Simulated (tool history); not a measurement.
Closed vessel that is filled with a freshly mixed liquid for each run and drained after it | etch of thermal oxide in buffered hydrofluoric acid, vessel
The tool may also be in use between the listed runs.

| run | day | temperature setpoint of the liquid (°C) | parts of 40 % ammonium fluoride to one part of 49 % hydrofluoric acid (parts by volume) | time in the liquid (s) | thickness taken off the thermal oxide on a monitor wafer (nm) |
|---|---|---|---|---|---|
| 1 | 0.000 | 21.0 | 21.0 | 180 | 95.879 |
| 2 | 0.204 | 21.0 | 24.5 | 180 | 84.726 |
| 3 | 0.546 | 22.0 | 24.5 | 180 | 88.889 |
| 4 | 0.646 | 22.0 | 21.5 | 180 | 98.163 |
| 5 | 0.758 | 22.5 | 21.5 | 180 | 100.840 |
| 6 | 0.896 | 23.0 | 21.5 | 180 | 103.650 |
| 7 | 0.921 | 23.5 | 21.5 | 180 | 104.980 |
| 8 | 1.262 | 24.0 | 21.5 | 180 | 108.970 |

Forecast run 9:
| 9 | 1.371 | 24.5 | 21.5 | 180 | ? |

Run 9 gave thickness taken off the thermal oxide on a monitor wafer (nm) 111.370.
